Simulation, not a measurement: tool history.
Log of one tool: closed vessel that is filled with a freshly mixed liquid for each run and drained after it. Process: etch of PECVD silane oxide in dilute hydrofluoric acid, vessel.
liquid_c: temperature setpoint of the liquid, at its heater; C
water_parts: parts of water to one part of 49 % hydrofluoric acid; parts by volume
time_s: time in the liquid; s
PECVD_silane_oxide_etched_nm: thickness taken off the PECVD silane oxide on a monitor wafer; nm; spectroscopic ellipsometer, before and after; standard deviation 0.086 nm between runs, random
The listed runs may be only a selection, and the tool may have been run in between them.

run 1 hour=0 | liquid_c=25 water_parts=115 time_s=50 | PECVD_silane_oxide_etched_nm=12.15
run 2 hour=3 | liquid_c=24 water_parts=115 time_s=50 | PECVD_silane_oxide_etched_nm=11.552
run 3 hour=8.2 | liquid_c=23 water_parts=115 time_s=50 | PECVD_silane_oxide_etched_nm=11.408
run 4 hour=12.1 | liquid_c=22 water_parts=115 time_s=50 | PECVD_silane_oxide_etched_nm=10.993
run 5 hour=17.6 | liquid_c=21 water_parts=115 time_s=50 | PECVD_silane_oxide_etched_nm=10.358
run 6 hour=26.8 | liquid_c=21 water_parts=115 time_s=50 | PECVD_silane_oxide_etched_nm=10.473
run 7 hour=36.1 | liquid_c=20.5 water_parts=115 time_s=50 | PECVD_silane_oxide_etched_nm=10.107

What will run 8 give?
-- hour=41.3 thermometer replaced
run 8 hour=41.3 | liquid_c=20 water_parts=115 time_s=50 | PECVD_silane_oxide_etched_nm=?

{"run 8": {"PECVD_silane_oxide_etched_nm": 10.479}}
